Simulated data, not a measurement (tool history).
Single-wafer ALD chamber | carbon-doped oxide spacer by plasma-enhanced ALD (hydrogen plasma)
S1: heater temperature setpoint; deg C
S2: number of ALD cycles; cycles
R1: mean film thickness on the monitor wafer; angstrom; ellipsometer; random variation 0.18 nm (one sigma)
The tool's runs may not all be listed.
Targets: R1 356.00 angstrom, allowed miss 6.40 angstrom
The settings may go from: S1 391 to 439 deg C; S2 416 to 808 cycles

| run | hour | S1 | S2 | R1 |
|---|---|---|---|---|
| 1 | 0.0 | 415 | 612 | 296.47 |
| 2 | 5.0 | 411 | 612 | 299.05 |
| 3 | 6.5 | 411 | 657 | 324.95 |
| 4 | 13.6 | 409 | 664 | 327.39 |
| 5 | 15.2 | 408 | 674 | 337.04 |
| 6 | 21.9 | 408 | 747 | 373.65 |
| 7 | 28.8 | 410 | 744 | 368.99 |
| 8 | 35.0 | 411 | 742 | 367.87 |
| 9 | 44.0 | 412 | 740 | 358.43 |

4 next moves are on the table. One of them brings every result within its allowed miss. Which?
| A | 53.0 | 417 | 770 | ? |
| B | 53.0 | 404 | 727 | ? |
| C | 53.0 | 413 | 731 | ? |
| D | 53.0 | 413 | 700 | ? |

| move | R1 |
|---|---|
| A | 371.94 |
| B | 366.51 |
| C | 357.85 |
| D | 342.68 |
A: further off than the last run
B: further off than the last run
C: meets every target
D: takes the result that was furthest off past its target
Answer: C
